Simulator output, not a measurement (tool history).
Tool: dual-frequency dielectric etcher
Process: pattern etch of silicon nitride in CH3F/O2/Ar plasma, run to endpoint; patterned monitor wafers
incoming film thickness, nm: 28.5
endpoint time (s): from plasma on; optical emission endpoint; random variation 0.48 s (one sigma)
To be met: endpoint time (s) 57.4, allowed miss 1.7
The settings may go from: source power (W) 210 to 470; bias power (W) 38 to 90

Run 1, hour 0: source power (W) 340, bias power (W) 64. Result: endpoint time (s) 49.52.
Run 2, hour 0.6: source power (W) 330, bias power (W) 63. Result: endpoint time (s) 50.366.
Run 3, hour 7.5: source power (W) 330, bias power (W) 53. Result: endpoint time (s) 52.099.
Run 4, hour 12.3: source power (W) 320, bias power (W) 52. Result: endpoint time (s) 53.122.
Run 5, hour 13.5: source power (W) 320, bias power (W) 62. Result: endpoint time (s) 50.908.
Run 6, hour 21.9: source power (W) 310, bias power (W) 61. Result: endpoint time (s) 51.722.
Run 7, hour 24.1: source power (W) 300, bias power (W) 60. Result: endpoint time (s) 53.468.
Run 8, hour 31.3: source power (W) 290, bias power (W) 60. Result: endpoint time (s) 53.657.
Run 9, hour 37.7: source power (W) 240, bias power (W) 54. Result: endpoint time (s) 61.343.

5 next moves are on the table. One of them brings every result within its allowed miss. Which?
Run A, hour 44.1: source power (W) 280, bias power (W) 64. Result: endpoint time (s) ?.
Run B, hour 44.1: source power (W) 250, bias power (W) 51. Result: endpoint time (s) ?.
Run C, hour 44.1: source power (W) 330, bias power (W) 49. Result: endpoint time (s) ?.
Run D, hour 44.1: source power (W) 260, bias power (W) 61. Result: endpoint time (s) ?.
Run E, hour 44.1: source power (W) 230, bias power (W) 57. Result: endpoint time (s) ?.

move  endpoint time (s)
   A             53.068
   B             59.947
   C              51.97
   D             56.005
   E             61.232
A: takes the result that was furthest off past its target
B: nearer than the last run, and not there yet
C: takes the result that was furthest off past its target
D: meets every target
E: as far off as the last run
The right move is D.
